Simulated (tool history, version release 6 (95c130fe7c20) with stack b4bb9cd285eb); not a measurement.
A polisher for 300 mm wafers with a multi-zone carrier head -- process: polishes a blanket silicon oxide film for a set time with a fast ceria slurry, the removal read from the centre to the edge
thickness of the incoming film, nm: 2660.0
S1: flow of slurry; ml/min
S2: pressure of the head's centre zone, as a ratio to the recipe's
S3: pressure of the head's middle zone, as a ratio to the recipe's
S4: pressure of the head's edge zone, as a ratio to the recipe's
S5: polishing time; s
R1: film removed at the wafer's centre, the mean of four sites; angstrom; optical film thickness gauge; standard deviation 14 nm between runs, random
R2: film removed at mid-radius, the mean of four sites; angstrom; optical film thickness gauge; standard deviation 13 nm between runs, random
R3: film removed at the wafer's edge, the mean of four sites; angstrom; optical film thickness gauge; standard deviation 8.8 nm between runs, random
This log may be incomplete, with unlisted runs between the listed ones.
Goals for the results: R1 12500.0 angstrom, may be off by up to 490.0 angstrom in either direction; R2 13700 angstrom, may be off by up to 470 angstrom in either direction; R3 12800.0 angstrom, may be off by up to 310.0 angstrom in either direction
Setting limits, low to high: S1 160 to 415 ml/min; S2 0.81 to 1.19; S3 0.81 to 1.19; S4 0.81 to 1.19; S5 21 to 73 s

run 1 hour=0.0 | S1=265 S2=1.00 S3=1.00 S4=1.00 S5=47 | R1=10338.0 R2=10438 R3=10291.0
run 2 hour=2.1 | S1=280 S2=1.01 S3=1.04 S4=1.05 S5=49 | R1=10987.0 R2=11217 R3=11155.0
run 3 hour=4.0 | S1=280 S2=1.01 S3=1.01 S4=1.05 S5=49 | R1=10639.0 R2=10969 R3=11047.0
run 4 hour=8.1 | S1=280 S2=1.01 S3=1.01 S4=1.05 S5=40 | R1=8969.6 R2=8840 R3=9031.6
run 5 hour=15.2 | S1=290 S2=1.02 S3=1.06 S4=1.07 S5=44 | R1=9875.5 R2=10306 R3=10063.0
run 6 hour=18.7 | S1=300 S2=1.04 S3=1.09 S4=1.10 S5=47 | R1=10753.0 R2=11475 R3=10897.0
run 7 hour=26.8 | S1=305 S2=1.05 S3=1.10 S4=1.12 S5=49 | R1=11400.0 R2=11576 R3=11433.0
run 8 hour=31.6 | S1=310 S2=1.05 S3=1.13 S4=1.13 S5=50 | R1=11662.0 R2=12221 R3=11694.0
run 9 hour=32.5 | S1=315 S2=1.05 S3=1.15 S4=1.14 S5=51 | R1=11917.0 R2=12749 R3=11938.0

Which single option among these 5 for the next run brings every result within its allowed miss of target? Just one does.
run A hour=33.4 | S1=315 S2=0.91 S3=1.19 S4=1.14 S5=56 | R1=? R2=? R3=?
run B hour=33.4 | S1=360 S2=1.09 S3=1.19 S4=1.06 S5=56 | R1=? R2=? R3=?
run C hour=33.4 | S1=160 S2=0.92 S3=1.00 S4=1.16 S5=61 | R1=? R2=? R3=?
run D hour=33.4 | S1=250 S2=1.03 S3=1.06 S4=1.19 S5=53 | R1=? R2=? R3=?
run E hour=33.4 | S1=195 S2=1.07 S3=1.19 S4=1.16 S5=56 | R1=? R2=? R3=?

move=A R1=11192.0 R2=14305 R3=13106.0
move=B R1=13583.0 R2=14446 R3=12736.0
move=C R1=11354.0 R2=12690 R3=13677.0
move=D R1=11714.0 R2=12121 R3=12502.0
move=E R1=12492.0 R2=13624 R3=12757.0
A: the furthest-off result lands on target, but another misses its tolerance
B: the furthest-off result lands on target, but another misses its tolerance
C: pushes the last run's worst result past its target
D: the furthest-off result lands on target, but another misses its tolerance
E: every result lands within tolerance
The move that meets every target is E.
